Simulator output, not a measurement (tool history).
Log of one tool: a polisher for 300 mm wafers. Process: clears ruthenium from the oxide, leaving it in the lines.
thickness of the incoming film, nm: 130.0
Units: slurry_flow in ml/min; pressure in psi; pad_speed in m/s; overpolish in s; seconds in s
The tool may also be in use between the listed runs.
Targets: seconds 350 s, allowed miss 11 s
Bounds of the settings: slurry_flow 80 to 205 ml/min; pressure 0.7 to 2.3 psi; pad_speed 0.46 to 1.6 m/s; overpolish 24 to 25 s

run	hour	slurry_flow	pressure	pad_speed	overpolish	seconds
1	0	135	1.5	1.02	24	164.02
2	6.6	135	1.5	0.82	24	193.37
3	15.2	135	1.8	0.82	24	161.58
4	20	135	1.8	0.98	24	139.97
5	20.8	130	1.6	0.94	24	164.03
6	23.5	130	1.5	0.9	24	181.16
7	31.9	130	1.4	0.86	24	203.67
8	38.1	125	1.3	0.86	24	215.58
9	41.4	125	1.3	0.86	24	219.75
10	47.1	120	1.2	0.86	24	232.11
11	50.9	120	1.1	0.84	24	264.07
12	57.4	105	0.7	0.84	24	414.83

4 next moves are on the table. One of them brings every result within its allowed miss. Which?
A	63.9	90	0.8	0.9	25	?
B	63.9	80	0.7	0.68	24	?
C	63.9	100	0.7	0.84	25	?
D	63.9	105	0.9	0.84	24	?

move	seconds
A	344.7
B	493.01
C	405.72
D	317.59
A: meets every target
B: further off than the last run
C: nearer than the last run, and not there yet
D: takes the result that was furthest off past its target
Answer: A
